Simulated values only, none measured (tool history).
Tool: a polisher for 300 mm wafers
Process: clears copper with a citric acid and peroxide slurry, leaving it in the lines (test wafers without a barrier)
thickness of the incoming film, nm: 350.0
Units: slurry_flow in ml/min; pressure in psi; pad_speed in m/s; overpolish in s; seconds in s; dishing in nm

Run 1, hour 0.0: slurry_flow 215 ml/min, pressure 2.9 psi, pad_speed 1.24 m/s, slurry_solids 1.00, overpolish 13 s. Result: seconds 154.16 s, dishing 21.383 nm.
Run 2, hour 7.7: slurry_flow 220 ml/min, pressure 3.1 psi, pad_speed 1.24 m/s, slurry_solids 1.00, overpolish 12 s. Result: seconds 144.76 s, dishing 19.734 nm.
Run 3, hour 13.6: slurry_flow 220 ml/min, pressure 3.1 psi, pad_speed 1.24 m/s, slurry_solids 1.15, overpolish 12 s. Result: seconds 143.08 s, dishing 19.758 nm.
Run 4, hour 20.0: slurry_flow 220 ml/min, pressure 3.6 psi, pad_speed 1.24 m/s, slurry_solids 1.15, overpolish 12 s. Result: seconds 125.59 s, dishing 23.041 nm.
Run 5, hour 28.5: slurry_flow 220 ml/min, pressure 3.6 psi, pad_speed 1.24 m/s, slurry_solids 1.15, overpolish 14 s. Result: seconds 124.46 s, dishing 27.031 nm.
Run 6, hour 31.8: slurry_flow 185 ml/min, pressure 3.6 psi, pad_speed 1.24 m/s, slurry_solids 1.15, overpolish 14 s. Result: seconds 128.09 s, dishing 25.747 nm.
Run 7, hour 38.0: slurry_flow 195 ml/min, pressure 3.7 psi, pad_speed 1.24 m/s, slurry_solids 1.15, overpolish 13 s. Result: seconds 125.80 s, dishing 24.816 nm.

Forecast run 8:
Run 8, hour 41.2: slurry_flow 210 ml/min, pressure 3.8 psi, pad_speed 1.24 m/s, slurry_solids 1.15, overpolish 13 s. Result: seconds ?, dishing ?.

Run 8 gave seconds 121.55 s, dishing 26.407 nm.
